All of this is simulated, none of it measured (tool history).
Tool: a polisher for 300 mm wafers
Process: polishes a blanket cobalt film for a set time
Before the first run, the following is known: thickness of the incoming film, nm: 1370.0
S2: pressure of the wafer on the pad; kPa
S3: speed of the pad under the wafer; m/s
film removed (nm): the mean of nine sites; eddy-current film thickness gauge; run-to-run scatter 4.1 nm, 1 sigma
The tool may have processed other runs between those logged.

{"run": 1, "hour": 0.0, "flow of slurry (ml/min)": 195, "S2": 11.0, "S3": 1.14, "polishing time (s)": 116, "film removed (nm)": 545.19}
{"run": 2, "hour": 6.3, "flow of slurry (ml/min)": 200, "S2": 11.0, "S3": 1.14, "polishing time (s)": 116, "film removed (nm)": 547.55}
{"run": 3, "hour": 10.1, "flow of slurry (ml/min)": 155, "S2": 11.0, "S3": 1.14, "polishing time (s)": 116, "film removed (nm)": 527.53}
{"run": 4, "hour": 14.7, "flow of slurry (ml/min)": 130, "S2": 11.0, "S3": 1.14, "polishing time (s)": 116, "film removed (nm)": 517.3}
{"run": 5, "hour": 20.5, "flow of slurry (ml/min)": 145, "S2": 11.7, "S3": 1.14, "polishing time (s)": 116, "film removed (nm)": 551.19}
{"run": 6, "hour": 21.8, "flow of slurry (ml/min)": 160, "S2": 11.7, "S3": 1.14, "polishing time (s)": 116, "film removed (nm)": 564.74}
{"run": 7, "hour": 26.3, "flow of slurry (ml/min)": 170, "S2": 11.7, "S3": 1.14, "polishing time (s)": 116, "film removed (nm)": 565.87}

The next listed run, before its measurement:
{"run": 8, "hour": 31.9, "flow of slurry (ml/min)": 180, "S2": 11.7, "S3": 1.14, "polishing time (s)": 116, "film removed (nm)": "?"}

Logged for run 8: film removed (nm) 570.16.
